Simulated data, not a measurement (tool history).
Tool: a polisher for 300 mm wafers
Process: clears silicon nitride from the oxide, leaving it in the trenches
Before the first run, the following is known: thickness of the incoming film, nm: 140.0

run	hour	flow of slurry (ml/min)	pressure of the wafer on the pad (kPa)	speed of the pad under the wafer (cm/s)	overpolish time after the end point (s)	time until the end point was called (s)
1	0	180	17.2	124	14	180.28
2	2.1	180	20.7	124	14	158.46
3	11.1	180	17.9	122	14	180.01
4	16	180	17.9	122	14	182.07
5	24.1	180	15.9	120	14	202.58
6	27.8	150	15.9	120	14	211.5
7	29	145	14.5	120	14	226.26

Run 8, settings as shown, results not yet in. Your forecast:
8	36.8	145	10.3	116	14	?

Run 8 produced time until the end point was called (s) 295.43.
